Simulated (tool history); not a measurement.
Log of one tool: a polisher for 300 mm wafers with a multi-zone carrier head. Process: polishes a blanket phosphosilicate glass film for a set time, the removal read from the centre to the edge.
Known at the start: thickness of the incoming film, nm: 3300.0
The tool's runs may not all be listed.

run	hour	flow of slurry (ml/min)	pressure of the head's centre zone	pressure of the head's middle zone	pressure of the head's edge zone	abrasive content of the slurry	polishing time (s)	film removed at the wafer's centre (Å)	film removed at mid-radius (Å)	film removed at the wafer's edge (Å)
1	0.0	310	1.00	1.00	1.00	1.00	70	6521.8	6692.0	6709.4
2	0.6	310	1.00	1.00	1.00	1.00	62	5659.6	6080.9	5958.0
3	6.9	300	1.02	0.98	0.96	0.85	53	4552.7	4550.5	4540.0
4	10.3	300	1.00	0.99	0.93	0.75	50	4083.7	4054.1	4063.0
5	12.1	300	0.99	1.01	0.91	0.70	47	3658.7	3689.2	3568.8
6	12.8	340	0.99	1.01	0.91	0.70	47	3600.0	3784.7	3635.7
7	14.1	335	0.98	1.01	0.88	0.65	46	3335.6	3617.0	3366.0

The next listed run, before its measurement:
8	17.4	320	0.98	0.93	0.81	0.50	43	?	?	?

film removed at the wafer's centre (Å): 2639.8
film removed at mid-radius (Å): 2676.6
film removed at the wafer's edge (Å): 2539.6
